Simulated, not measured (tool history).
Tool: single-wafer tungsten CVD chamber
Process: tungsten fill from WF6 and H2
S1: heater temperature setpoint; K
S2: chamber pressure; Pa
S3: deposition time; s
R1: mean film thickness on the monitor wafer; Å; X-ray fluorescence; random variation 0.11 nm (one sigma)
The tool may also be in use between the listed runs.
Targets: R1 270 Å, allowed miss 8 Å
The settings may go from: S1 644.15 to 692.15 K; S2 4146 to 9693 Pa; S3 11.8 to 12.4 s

{"run": 1, "day": 0.0, "S1": 668.15, "S2": 6919, "S3": 12.4, "R1": 433.37}
{"run": 2, "day": 0.35, "S1": 664.15, "S2": 6826, "S3": 12.4, "R1": 392.62}
{"run": 3, "day": 0.717, "S1": 664.15, "S2": 7506, "S3": 12.4, "R1": 412.93}
{"run": 4, "day": 1.079, "S1": 661.15, "S2": 7439, "S3": 12.4, "R1": 383.96}
{"run": 5, "day": 1.358, "S1": 669.15, "S2": 7439, "S3": 12.4, "R1": 459.08}
{"run": 6, "day": 1.417, "S1": 669.15, "S2": 7439, "S3": 12.4, "R1": 459.24}
{"run": 7, "day": 1.742, "S1": 665.15, "S2": 7399, "S3": 12.4, "R1": 417.75}
{"run": 8, "day": 1.779, "S1": 662.15, "S2": 7359, "S3": 12.4, "R1": 388.52}
{"run": 9, "day": 1.954, "S1": 659.15, "S2": 7333, "S3": 12.4, "R1": 364.2}
{"run": 10, "day": 2.117, "S1": 657.15, "S2": 7306, "S3": 12.4, "R1": 350.39}
{"run": 11, "day": 2.196, "S1": 655.15, "S2": 7279, "S3": 12.4, "R1": 332.58}
{"run": 12, "day": 2.538, "S1": 653.15, "S2": 7266, "S3": 12.4, "R1": 317.21}
{"run": 13, "day": 2.729, "S1": 652.15, "S2": 7253, "S3": 12.4, "R1": 309.9}
{"run": 14, "day": 2.846, "S1": 651.15, "S2": 7239, "S3": 12.4, "R1": 302.02}
{"run": 15, "day": 3.071, "S1": 644.15, "S2": 7159, "S3": 12.4, "R1": 253.73}
{"day": 3.133, "done": "capacitance manometer re-zeroed and calibrated"}
{"run": 16, "day": 3.133, "S1": 646.15, "S2": 7173, "S3": 12.4, "R1": 260.18}

Which of these 4 next moves meets every target?
{"run": "A", "day": 3.196, "S1": 650.15, "S2": 7613, "S3": 12.4, "R1": "?"}
{"run": "B", "day": 3.196, "S1": 648.15, "S2": 5973, "S3": 11.8, "R1": "?"}
{"run": "C", "day": 3.196, "S1": 649.15, "S2": 6786, "S3": 12.3, "R1": "?"}
{"run": "D", "day": 3.196, "S1": 651.15, "S2": 7239, "S3": 12.1, "R1": "?"}

move=A R1=295.24
move=B R1=236.61
move=C R1=270
move=D R1=287.67
A: takes the result that was furthest off past its target
B: further off than the last run
C: meets every target
D: takes the result that was furthest off past its target
Answer: C
